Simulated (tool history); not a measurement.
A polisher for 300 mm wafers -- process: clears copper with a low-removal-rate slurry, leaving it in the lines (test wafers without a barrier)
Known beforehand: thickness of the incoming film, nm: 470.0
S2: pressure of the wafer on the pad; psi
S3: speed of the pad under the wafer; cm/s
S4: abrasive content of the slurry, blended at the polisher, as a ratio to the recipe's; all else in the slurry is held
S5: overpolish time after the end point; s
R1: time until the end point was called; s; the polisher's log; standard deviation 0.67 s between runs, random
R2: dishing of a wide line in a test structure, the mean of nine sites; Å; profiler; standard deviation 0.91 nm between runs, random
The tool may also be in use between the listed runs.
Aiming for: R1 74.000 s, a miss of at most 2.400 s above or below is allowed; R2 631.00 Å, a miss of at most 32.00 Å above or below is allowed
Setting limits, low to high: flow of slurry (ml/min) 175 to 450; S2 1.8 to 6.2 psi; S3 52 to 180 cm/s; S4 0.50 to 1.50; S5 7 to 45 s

{"run": 1, "day": 0.0, "flow of slurry (ml/min)": 290, "S2": 4.0, "S3": 116, "S4": 1.0, "S5": 23, "R1": 115.62, "R2": 643.96}
{"run": 2, "day": 0.117, "flow of slurry (ml/min)": 290, "S2": 4.5, "S3": 116, "S4": 1.0, "S5": 19, "R1": 105.92, "R2": 601.14}
{"run": 3, "day": 0.488, "flow of slurry (ml/min)": 290, "S2": 5.0, "S3": 116, "S4": 1.0, "S5": 17, "R1": 94.417, "R2": 593.22}
{"run": 4, "day": 0.846, "flow of slurry (ml/min)": 265, "S2": 5.0, "S3": 116, "S4": 1.0, "S5": 17, "R1": 95.971, "R2": 592.2}
{"run": 5, "day": 0.971, "flow of slurry (ml/min)": 265, "S2": 5.0, "S3": 116, "S4": 0.9, "S5": 17, "R1": 98.572, "R2": 574.17}
{"run": 6, "day": 1.238, "flow of slurry (ml/min)": 265, "S2": 5.0, "S3": 116, "S4": 0.9, "S5": 23, "R1": 97.011, "R2": 742.76}
{"run": 7, "day": 1.317, "flow of slurry (ml/min)": 280, "S2": 5.4, "S3": 116, "S4": 0.9, "S5": 20, "R1": 92.156, "R2": 695.08}
{"run": 8, "day": 1.562, "flow of slurry (ml/min)": 280, "S2": 5.7, "S3": 118, "S4": 0.9, "S5": 18, "R1": 86.793, "R2": 695.23}
{"run": 9, "day": 1.775, "flow of slurry (ml/min)": 290, "S2": 6.2, "S3": 128, "S4": 0.9, "S5": 9, "R1": 74.354, "R2": 420.99}
{"run": 10, "day": 2.117, "flow of slurry (ml/min)": 290, "S2": 6.0, "S3": 130, "S4": 0.95, "S5": 11, "R1": 74.271, "R2": 516.89}
{"day": 2.412, "done": "slurry nozzle cleaned"}
{"run": 11, "day": 2.412, "flow of slurry (ml/min)": 290, "S2": 5.9, "S3": 130, "S4": 1.0, "S5": 12, "R1": 71.719, "R2": 566.44}
{"run": 12, "day": 2.554, "flow of slurry (ml/min)": 290, "S2": 5.8, "S3": 130, "S4": 1.0, "S5": 13, "R1": 73.355, "R2": 582.97}
{"run": 13, "day": 2.625, "flow of slurry (ml/min)": 290, "S2": 5.8, "S3": 130, "S4": 1.0, "S5": 16, "R1": 75.365, "R2": 734.75}
{"run": 14, "day": 2.825, "flow of slurry (ml/min)": 290, "S2": 5.9, "S3": 130, "S4": 0.95, "S5": 15, "R1": 73.797, "R2": 674.69}

Which one of the following 4 next-run settings gets every result inside its allowed miss? There is exactly one.
{"run": "A", "day": 3.025, "flow of slurry (ml/min)": 205, "S2": 5.3, "S3": 142, "S4": 1.05, "S5": 16, "R1": "?", "R2": "?"}
{"run": "B", "day": 3.025, "flow of slurry (ml/min)": 330, "S2": 5.7, "S3": 128, "S4": 1.05, "S5": 14, "R1": "?", "R2": "?"}
{"run": "C", "day": 3.025, "flow of slurry (ml/min)": 315, "S2": 5.9, "S3": 140, "S4": 0.55, "S5": 16, "R1": "?", "R2": "?"}
{"run": "D", "day": 3.025, "flow of slurry (ml/min)": 265, "S2": 5.9, "S3": 136, "S4": 0.9, "S5": 18, "R1": "?", "R2": "?"}

move=A R1=75.489 R2=691.49
move=B R1=73.972 R2=631.83
move=C R1=74.844 R2=700.10
move=D R1=71.437 R2=799.24
A: moves away from the targets compared with the last run
B: each result inside its tolerance
C: moves away from the targets compared with the last run
D: moves away from the targets compared with the last run
Move B is the one to make.
